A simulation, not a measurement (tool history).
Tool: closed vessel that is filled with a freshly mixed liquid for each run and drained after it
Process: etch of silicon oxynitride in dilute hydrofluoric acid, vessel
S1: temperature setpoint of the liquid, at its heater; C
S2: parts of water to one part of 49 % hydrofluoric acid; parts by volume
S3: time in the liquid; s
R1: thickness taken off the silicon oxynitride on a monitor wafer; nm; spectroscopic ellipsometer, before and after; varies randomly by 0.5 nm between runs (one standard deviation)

run,hour,S1,S2,S3,R1
1,0,21,125,3125,71.97
2,7.2,23,125,3125,77.734
3,16.1,23,165,3125,57.891
4,18.7,21.5,165,3125,54.13
5,21.3,23.5,155,3125,63.128
6,27.9,23.5,155,3330,67.422

Run 7 is up next; what results do you expect?
7,31.3,25,145,3330,?

R1: 78.247 nm

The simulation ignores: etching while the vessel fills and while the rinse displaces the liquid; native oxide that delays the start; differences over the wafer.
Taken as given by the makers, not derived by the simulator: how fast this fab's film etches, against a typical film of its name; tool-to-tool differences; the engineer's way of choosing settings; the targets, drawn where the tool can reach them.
